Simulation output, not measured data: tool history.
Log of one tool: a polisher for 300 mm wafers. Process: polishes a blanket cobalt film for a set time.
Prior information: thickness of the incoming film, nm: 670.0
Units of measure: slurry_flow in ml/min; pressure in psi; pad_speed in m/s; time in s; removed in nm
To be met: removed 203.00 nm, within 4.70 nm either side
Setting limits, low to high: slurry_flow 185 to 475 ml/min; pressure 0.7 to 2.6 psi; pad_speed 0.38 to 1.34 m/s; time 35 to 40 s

run  hour  slurry_flow  pressure  pad_speed  time  removed
  1   0.0          305       1.6       0.86    40   159.82
  2   4.9          305       1.3       0.86    40   130.26
  3  12.3          305       1.3       0.78    40   118.91
  4  19.4          305       1.5       0.78    40   135.26
  5  24.5          310       1.6       0.78    40   144.25
  6  27.6          310       1.6       0.78    35   126.28
  7  29.4          325       2.1       0.78    35   164.35
  8  32.9          325       2.2       0.78    35   173.45
  9  35.4          340       2.5       0.78    35   196.86

Consider the 4 candidate settings below. Which is the only one whose results all fall within their allowed miss of target?
  A  37.9          315       2.6       0.70    36        ?
  B  37.9          370       2.4       0.70    39        ?
  C  37.9          370       2.5       0.78    36        ?
  D  37.9          395       2.5       0.68    39        ?

move  removed
   A   187.92
   B   189.78
   C   202.40
   D   192.71
A: its largest miss is bigger than the last run's
B: its largest miss is bigger than the last run's
C: every result lands within tolerance
D: its largest miss is bigger than the last run's
Answer: C
